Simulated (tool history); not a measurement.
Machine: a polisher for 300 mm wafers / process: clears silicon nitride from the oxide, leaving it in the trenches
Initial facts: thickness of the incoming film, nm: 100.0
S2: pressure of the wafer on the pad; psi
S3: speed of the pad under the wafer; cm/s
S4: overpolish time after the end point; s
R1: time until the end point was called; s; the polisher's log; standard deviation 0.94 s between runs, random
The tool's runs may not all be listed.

run 1 day=0.000 | flow_of_slurry_(ml/min)=210 S2=3.0 S3=128 S4=45 | R1=89.954
run 2 day=0.121 | flow_of_slurry_(ml/min)=165 S2=3.0 S3=128 S4=45 | R1=97.781
run 3 day=0.238 | flow_of_slurry_(ml/min)=175 S2=3.2 S3=128 S4=45 | R1=88.212
run 4 day=0.317 | flow_of_slurry_(ml/min)=140 S2=3.2 S3=128 S4=45 | R1=93.408
run 5 day=0.342 | flow_of_slurry_(ml/min)=150 S2=3.4 S3=128 S4=45 | R1=85.414
run 6 day=0.550 | flow_of_slurry_(ml/min)=150 S2=3.1 S3=128 S4=45 | R1=92.532
run 7 day=0.708 | flow_of_slurry_(ml/min)=150 S2=3.3 S3=130 S4=45 | R1=86.570
run 8 day=1.083 | flow_of_slurry_(ml/min)=155 S2=4.1 S3=142 S4=45 | R1=64.310
run 9 day=1.221 | flow_of_slurry_(ml/min)=155 S2=4.2 S3=142 S4=45 | R1=63.911
run 10 day=1.375 | flow_of_slurry_(ml/min)=155 S2=4.3 S3=142 S4=45 | R1=62.028

Run 11 has not been measured yet. What should we expect?
-- day=1.429 worn pad replaced by a new one
run 11 day=1.429 | flow_of_slurry_(ml/min)=160 S2=4.5 S3=144 S4=45 | R1=?

R1: 50.028 s
